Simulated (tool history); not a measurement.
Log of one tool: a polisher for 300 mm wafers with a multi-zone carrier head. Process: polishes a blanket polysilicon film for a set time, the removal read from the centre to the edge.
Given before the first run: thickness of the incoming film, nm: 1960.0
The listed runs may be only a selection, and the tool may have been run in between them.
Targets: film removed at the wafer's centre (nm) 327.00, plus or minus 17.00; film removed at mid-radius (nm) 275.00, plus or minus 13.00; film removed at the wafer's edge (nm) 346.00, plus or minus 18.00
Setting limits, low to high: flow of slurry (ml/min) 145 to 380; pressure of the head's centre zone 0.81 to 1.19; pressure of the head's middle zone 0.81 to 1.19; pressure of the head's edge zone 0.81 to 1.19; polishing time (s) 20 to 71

run  hour  flow of slurry (ml/min)  pressure of the head's centre zone  pressure of the head's middle zone  pressure of the head's edge zone  polishing time (s)  film removed at the wafer's centre (nm)  film removed at mid-radius (nm)  film removed at the wafer's edge (nm)
  1   0.0                      245                                1.00                                1.00                              1.00                  45                                   488.27                           462.32                                 486.43
  2   3.4                      205                                1.00                                1.00                              1.00                  45                                   482.26                           451.47                                 463.39
  3  10.8                      205                                1.00                                1.00                              1.00                  49                                   516.66                           505.99                                 492.00
  4  11.4                      205                                0.99                                0.97                              1.00                  44                                   464.90                           426.06                                 451.36
  5  12.2                      185                                0.99                                0.97                              1.00                  44                                   456.22                           434.86                                 448.84
  6  13.3                      215                                0.99                                0.97                              1.00                  44                                   462.15                           434.28                                 457.04
  7  17.1                      215                                0.99                                0.94                              1.00                  40                                   424.10                           379.43                                 416.49
  8  19.3                      220                                0.98                                0.92                              1.01                  38                                   391.04                           354.18                                 402.52

Exercise: of the 4 proposed moves below, exactly one satisfies all targets within the stated allowed misses. Which move is it?
  A  21.5                      285                                0.95                                0.81                              1.08                  31                                        ?                                ?                                      ?
  B  21.5                      315                                0.85                                0.91                              1.11                  33                                        ?                                ?                                      ?
  C  21.5                      145                                0.96                                0.99                              0.96                  33                                        ?                                ?                                      ?
  D  21.5                      165                                0.81                                1.15                              0.93                  37                                        ?                                ?                                      ?

move  film removed at the wafer's centre (nm)  film removed at mid-radius (nm)  film removed at the wafer's edge (nm)
   A                                   322.54                           279.54                                 340.35
   B                                   310.19                           330.50                                 369.40
   C                                   317.62                           324.07                                 321.40
   D                                   306.59                           420.66                                 359.03
A: meets every target
B: an improvement on the last run, though not all results are within tolerance
C: an improvement on the last run, though not all results are within tolerance
D: further off than the last run
So the answer is move A, the one that meets all the targets.

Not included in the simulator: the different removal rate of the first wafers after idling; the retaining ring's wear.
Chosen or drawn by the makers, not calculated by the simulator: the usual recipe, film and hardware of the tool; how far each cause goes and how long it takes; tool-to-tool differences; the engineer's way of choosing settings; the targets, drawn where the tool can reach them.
